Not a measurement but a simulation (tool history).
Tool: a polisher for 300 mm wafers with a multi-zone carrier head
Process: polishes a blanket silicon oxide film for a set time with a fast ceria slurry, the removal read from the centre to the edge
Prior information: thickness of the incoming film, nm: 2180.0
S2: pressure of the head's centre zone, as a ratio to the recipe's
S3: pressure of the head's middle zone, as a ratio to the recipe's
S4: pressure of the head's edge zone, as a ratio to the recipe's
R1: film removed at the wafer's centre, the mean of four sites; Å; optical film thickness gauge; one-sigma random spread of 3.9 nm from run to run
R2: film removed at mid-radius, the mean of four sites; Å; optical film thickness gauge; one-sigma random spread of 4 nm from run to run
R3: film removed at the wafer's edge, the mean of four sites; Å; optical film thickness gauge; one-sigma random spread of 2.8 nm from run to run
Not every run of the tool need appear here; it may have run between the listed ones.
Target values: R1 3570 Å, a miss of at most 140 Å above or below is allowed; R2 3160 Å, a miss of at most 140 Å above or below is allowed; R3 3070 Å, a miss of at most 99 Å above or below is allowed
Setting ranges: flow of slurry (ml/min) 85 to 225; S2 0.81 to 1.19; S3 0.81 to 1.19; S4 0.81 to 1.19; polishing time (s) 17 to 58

run 1 hour=0 | flow_of_slurry_(ml/min)=145 S2=1 S3=1 S4=1 polishing_time_(s)=37 | R1=4479.5 R2=4268.7 R3=4259.3
run 2 hour=2.2 | flow_of_slurry_(ml/min)=145 S2=1 S3=1.05 S4=1 polishing_time_(s)=37 | R1=4526 R2=4490.3 R3=4273.6
run 3 hour=11 | flow_of_slurry_(ml/min)=145 S2=0.96 S3=1.05 S4=1 polishing_time_(s)=37 | R1=4378.5 R2=4501.9 R3=4221.3
run 4 hour=15.7 | flow_of_slurry_(ml/min)=145 S2=0.93 S3=1.05 S4=1 polishing_time_(s)=37 | R1=4157.2 R2=4412.6 R3=4263.4
run 5 hour=16.2 | flow_of_slurry_(ml/min)=165 S2=0.93 S3=1.05 S4=1 polishing_time_(s)=37 | R1=4209.8 R2=4521.5 R3=4333.5
run 6 hour=19.7 | flow_of_slurry_(ml/min)=155 S2=0.95 S3=1.02 S4=0.96 polishing_time_(s)=35 | R1=4047.2 R2=4187.8 R3=4039.9
run 7 hour=23.1 | flow_of_slurry_(ml/min)=145 S2=0.98 S3=1.01 S4=0.94 polishing_time_(s)=33 | R1=3875.4 R2=3918.6 R3=3736.5
run 8 hour=30.6 | flow_of_slurry_(ml/min)=135 S2=1.01 S3=0.99 S4=0.92 polishing_time_(s)=32 | R1=3871.4 R2=3621.6 R3=3570.1
run 9 hour=31.6 | flow_of_slurry_(ml/min)=125 S2=1.02 S3=0.99 S4=0.9 polishing_time_(s)=31 | R1=3724.6 R2=3515 R3=3359.6
run 10 hour=38.5 | flow_of_slurry_(ml/min)=120 S2=1.03 S3=0.98 S4=0.89 polishing_time_(s)=31 | R1=3718.8 R2=3362.2 R3=3333.3
run 11 hour=44.2 | flow_of_slurry_(ml/min)=115 S2=1.03 S3=0.98 S4=0.87 polishing_time_(s)=31 | R1=3687.9 R2=3343.3 R3=3306.7
run 12 hour=51.5 | flow_of_slurry_(ml/min)=110 S2=1.04 S3=0.98 S4=0.86 polishing_time_(s)=31 | R1=3665.5 R2=3360.5 R3=3266.6
run 13 hour=55.3 | flow_of_slurry_(ml/min)=105 S2=1.05 S3=0.98 S4=0.85 polishing_time_(s)=31 | R1=3590.8 R2=3320.7 R3=3214.4
run 14 hour=61.9 | flow_of_slurry_(ml/min)=105 S2=1.06 S3=0.98 S4=0.84 polishing_time_(s)=31 | R1=3700.7 R2=3315.7 R3=3238.9
run 15 hour=69.9 | flow_of_slurry_(ml/min)=105 S2=1.06 S3=0.98 S4=0.83 polishing_time_(s)=31 | R1=3724.2 R2=3287 R3=3165.5

Which of these 5 next moves meets every target?
run A hour=77.9 | flow_of_slurry_(ml/min)=110 S2=1.18 S3=1.15 S4=0.81 polishing_time_(s)=29 | R1=? R2=? R3=?
run B hour=77.9 | flow_of_slurry_(ml/min)=125 S2=1.06 S3=0.96 S4=0.86 polishing_time_(s)=29 | R1=? R2=? R3=?
run C hour=77.9 | flow_of_slurry_(ml/min)=115 S2=0.97 S3=1.06 S4=0.93 polishing_time_(s)=31 | R1=? R2=? R3=?
run D hour=77.9 | flow_of_slurry_(ml/min)=85 S2=1 S3=0.96 S4=0.9 polishing_time_(s)=34 | R1=? R2=? R3=?
run E hour=77.9 | flow_of_slurry_(ml/min)=100 S2=1.11 S3=1 S4=0.81 polishing_time_(s)=32 | R1=? R2=? R3=?

move=A R1=3908.1 R2=3564.6 R3=2902.9
move=B R1=3623.5 R2=3235.8 R3=3035.3
move=C R1=3469.2 R2=3637.4 R3=3295.5
move=D R1=3575.1 R2=3436.2 R3=3383
move=E R1=3941.2 R2=3480.1 R3=3155.8
A: further off than the last run
B: hits every target within its allowed miss
C: brings the result that was furthest off to its target, and leaves another outside
D: brings the result that was furthest off to its target, and leaves another outside
E: further off than the last run
The right move is B.
